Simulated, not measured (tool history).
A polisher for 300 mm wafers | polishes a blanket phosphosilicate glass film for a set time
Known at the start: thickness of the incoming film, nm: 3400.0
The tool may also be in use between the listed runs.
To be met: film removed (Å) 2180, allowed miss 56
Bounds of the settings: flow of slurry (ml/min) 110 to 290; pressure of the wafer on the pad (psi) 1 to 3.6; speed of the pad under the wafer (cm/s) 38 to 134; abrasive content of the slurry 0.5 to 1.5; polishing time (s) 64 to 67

run  hour  flow of slurry (ml/min)  pressure of the wafer on the pad (psi)  speed of the pad under the wafer (cm/s)  abrasive content of the slurry  polishing time (s)  film removed (Å)
  1     0                      185                                     2.3                                       86                               1                  64            3012.7
  2   3.4                      180                                     2.2                                       86                               1                  64            2882.2
  3   7.5                      180                                     2.1                                       86                               1                  64            2731.2
  4  14.6                      135                                     2.1                                       86                               1                  64            2603.4
  5  17.5                      135                                     2.6                                       86                               1                  64            3172.7
  6    26                      135                                     2.6                                       76                               1                  64            2911.6
  7  30.5                      135                                     2.5                                       76                               1                  64            2816.2
  8  35.1                      135                                     2.4                                       76                               1                  64            2697.7

Which of these 4 next moves meets every target?
  A  39.7                      115                                     2.3                                       94                               1                  67                 ?
  B  39.7                      130                                     2.5                                       68                            0.85                  64                 ?
  C  39.7                      115                                     1.7                                       88                            1.05                  66                 ?
  D  39.7                      170                                     2.1                                       66                             1.1                  64                 ?

move  film removed (Å)
   A            3054.9
   B            2347.2
   C            2176.1
   D            2280.3
A: further off than the last run
B: nearer than the last run, and not there yet
C: meets every target
D: nearer than the last run, and not there yet
Answer: C

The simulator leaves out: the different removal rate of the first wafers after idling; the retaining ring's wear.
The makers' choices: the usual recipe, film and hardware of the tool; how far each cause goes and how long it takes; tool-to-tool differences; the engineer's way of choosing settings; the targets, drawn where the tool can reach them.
